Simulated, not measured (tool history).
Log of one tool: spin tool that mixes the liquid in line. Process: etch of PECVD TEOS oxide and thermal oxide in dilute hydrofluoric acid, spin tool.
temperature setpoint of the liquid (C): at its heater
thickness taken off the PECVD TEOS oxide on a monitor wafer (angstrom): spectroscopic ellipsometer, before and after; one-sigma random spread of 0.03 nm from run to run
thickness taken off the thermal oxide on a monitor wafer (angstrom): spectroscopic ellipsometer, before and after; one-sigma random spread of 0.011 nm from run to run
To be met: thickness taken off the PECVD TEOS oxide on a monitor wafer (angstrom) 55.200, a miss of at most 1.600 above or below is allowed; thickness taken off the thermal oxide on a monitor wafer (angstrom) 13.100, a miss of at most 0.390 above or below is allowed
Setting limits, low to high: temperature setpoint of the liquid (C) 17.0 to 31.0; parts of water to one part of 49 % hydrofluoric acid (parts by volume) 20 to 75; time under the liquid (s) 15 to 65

run,hour,temperature setpoint of the liquid (C),parts of water to one part of 49 % hydrofluoric acid (parts by volume),time under the liquid (s),thickness taken off the PECVD TEOS oxide on a monitor wafer (angstrom),thickness taken off the thermal oxide on a monitor wafer (angstrom)
1,0.0,23.0,45,35,143.990,34.023
2,7.3,23.0,45,20,82.623,19.418
3,14.8,22.0,45,20,79.579,18.800
4,20.3,22.0,60,20,58.878,13.819
5,22.6,22.0,70,20,49.450,11.597
6,31.4,22.5,70,20,50.193,11.995
7,36.7,22.5,70,20,50.160,11.917
8,44.9,23.0,70,20,51.542,12.093
9,50.0,23.5,70,20,52.170,12.424

Which single option among these 4 for the next run brings every result within its allowed miss of target? Just one does.
A,55.1,21.0,65,20,?,?
B,55.1,25.0,70,20,?,?
C,55.1,24.5,75,20,?,?
D,55.1,25.0,75,20,?,?

move,thickness taken off the PECVD TEOS oxide on a monitor wafer (angstrom),thickness taken off the thermal oxide on a monitor wafer (angstrom)
A,51.299,12.093
B,55.756,13.143
C,50.672,11.945
D,51.698,12.187
A: moves away from the targets compared with the last run
B: in spec on every target
C: moves away from the targets compared with the last run
D: moves away from the targets compared with the last run
Correct choice: B, which meets every target
